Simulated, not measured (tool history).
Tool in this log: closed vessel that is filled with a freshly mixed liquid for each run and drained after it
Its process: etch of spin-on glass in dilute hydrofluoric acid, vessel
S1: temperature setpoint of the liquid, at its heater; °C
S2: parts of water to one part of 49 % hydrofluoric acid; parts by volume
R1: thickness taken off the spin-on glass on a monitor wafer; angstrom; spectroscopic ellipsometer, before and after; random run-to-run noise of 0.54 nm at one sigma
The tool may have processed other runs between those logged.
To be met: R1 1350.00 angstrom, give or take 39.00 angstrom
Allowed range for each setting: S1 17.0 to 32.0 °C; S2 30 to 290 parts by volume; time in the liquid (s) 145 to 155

run 1 hour=0.0 | S1=24.0 S2=160 time_in_the_liquid_(s)=145 | R1=415.98
run 2 hour=1.5 | S1=24.0 S2=180 time_in_the_liquid_(s)=145 | R1=360.04
run 3 hour=2.7 | S1=25.5 S2=155 time_in_the_liquid_(s)=145 | R1=452.32
run 4 hour=7.6 | S1=26.5 S2=135 time_in_the_liquid_(s)=145 | R1=551.77
run 5 hour=14.9 | S1=27.5 S2=120 time_in_the_liquid_(s)=145 | R1=661.59
run 6 hour=17.7 | S1=27.5 S2=120 time_in_the_liquid_(s)=155 | R1=704.48
run 7 hour=19.4 | S1=28.0 S2=110 time_in_the_liquid_(s)=155 | R1=793.13
run 8 hour=24.0 | S1=32.0 S2=55 time_in_the_liquid_(s)=155 | R1=2009.60
run 9 hour=31.6 | S1=31.0 S2=55 time_in_the_liquid_(s)=155 | R1=1930.90
run 10 hour=33.9 | S1=30.0 S2=55 time_in_the_liquid_(s)=155 | R1=1844.10
run 11 hour=34.8 | S1=29.0 S2=55 time_in_the_liquid_(s)=155 | R1=1785.90

Which single option among these 4 for the next run brings every result within its allowed miss of target? Just one does.
run A hour=35.7 | S1=29.5 S2=60 time_in_the_liquid_(s)=150 | R1=?
run B hour=35.7 | S1=29.5 S2=75 time_in_the_liquid_(s)=150 | R1=?
run C hour=35.7 | S1=28.5 S2=70 time_in_the_liquid_(s)=155 | R1=?
run D hour=35.7 | S1=28.0 S2=40 time_in_the_liquid_(s)=145 | R1=?

move=A R1=1595.90
move=B R1=1248.80
move=C R1=1339.70
move=D R1=2246.50
A: moves toward the targets from the last run without getting all of them in spec
B: moves the result that the last run missed by most past its target, out the other side
C: every result lands within tolerance
D: lands further from the targets than the last run did
Go with C: it meets all targets.
